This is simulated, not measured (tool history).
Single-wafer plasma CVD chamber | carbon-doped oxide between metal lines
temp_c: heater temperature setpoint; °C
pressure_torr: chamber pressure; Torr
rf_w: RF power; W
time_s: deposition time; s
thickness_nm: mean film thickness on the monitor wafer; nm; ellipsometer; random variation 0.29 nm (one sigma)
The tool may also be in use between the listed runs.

run 1 hour=0 | temp_c=360 pressure_torr=4.58 rf_w=565 time_s=11.12 | thickness_nm=61.209
run 2 hour=8.5 | temp_c=360 pressure_torr=4.03 rf_w=565 time_s=11.12 | thickness_nm=60.315
run 3 hour=9.7 | temp_c=350 pressure_torr=4.03 rf_w=565 time_s=11.12 | thickness_nm=62.066
run 4 hour=18.1 | temp_c=350 pressure_torr=4.03 rf_w=595 time_s=11.12 | thickness_nm=64.087
run 5 hour=18.7 | temp_c=349 pressure_torr=4.21 rf_w=600 time_s=11.12 | thickness_nm=65.531
run 6 hour=21.8 | temp_c=357 pressure_torr=4.21 rf_w=600 time_s=11.12 | thickness_nm=63.616
run 7 hour=28.2 | temp_c=355 pressure_torr=4.39 rf_w=605 time_s=11.12 | thickness_nm=65.086

The next listed run, before its measurement:
run 8 hour=37 | temp_c=353 pressure_torr=4.53 rf_w=605 time_s=11.12 | thickness_nm=?

thickness_nm: 65.414 nm
